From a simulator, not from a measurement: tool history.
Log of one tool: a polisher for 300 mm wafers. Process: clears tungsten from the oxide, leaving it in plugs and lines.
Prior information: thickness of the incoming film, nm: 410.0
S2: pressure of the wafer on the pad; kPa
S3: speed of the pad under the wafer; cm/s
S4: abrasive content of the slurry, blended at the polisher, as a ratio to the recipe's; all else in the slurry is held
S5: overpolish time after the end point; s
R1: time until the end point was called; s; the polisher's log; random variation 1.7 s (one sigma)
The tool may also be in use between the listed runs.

Run 1, hour 0: flow of slurry (ml/min) 205, S2 18.6 kPa, S3 94 cm/s, S4 1, S5 29 s. Result: R1 132 s.
Run 2, hour 4.5: flow of slurry (ml/min) 205, S2 18.6 kPa, S3 112 cm/s, S4 1, S5 29 s. Result: R1 108.76 s.
Run 3, hour 10.7: flow of slurry (ml/min) 205, S2 17.2 kPa, S3 112 cm/s, S4 1, S5 29 s. Result: R1 117.37 s.
Run 4, hour 11.7: flow of slurry (ml/min) 205, S2 17.2 kPa, S3 132 cm/s, S4 1, S5 29 s. Result: R1 100.83 s.
Run 5, hour 14.6: flow of slurry (ml/min) 205, S2 17.2 kPa, S3 132 cm/s, S4 0.9, S5 29 s. Result: R1 102.78 s.
Run 6, hour 22.7: flow of slurry (ml/min) 165, S2 17.2 kPa, S3 132 cm/s, S4 0.9, S5 29 s. Result: R1 105.71 s.
Run 7, hour 30.8: flow of slurry (ml/min) 165, S2 15.9 kPa, S3 130 cm/s, S4 0.9, S5 29 s. Result: R1 116.14 s.
Run 8, hour 39.9: flow of slurry (ml/min) 165, S2 14.5 kPa, S3 128 cm/s, S4 0.9, S5 29 s. Result: R1 128.16 s.

Forecast run 9:
Run 9, hour 45.1: flow of slurry (ml/min) 165, S2 13.8 kPa, S3 126 cm/s, S4 0.9, S5 29 s. Result: R1 ?.

{"run 9": {"R1": 137.45}}

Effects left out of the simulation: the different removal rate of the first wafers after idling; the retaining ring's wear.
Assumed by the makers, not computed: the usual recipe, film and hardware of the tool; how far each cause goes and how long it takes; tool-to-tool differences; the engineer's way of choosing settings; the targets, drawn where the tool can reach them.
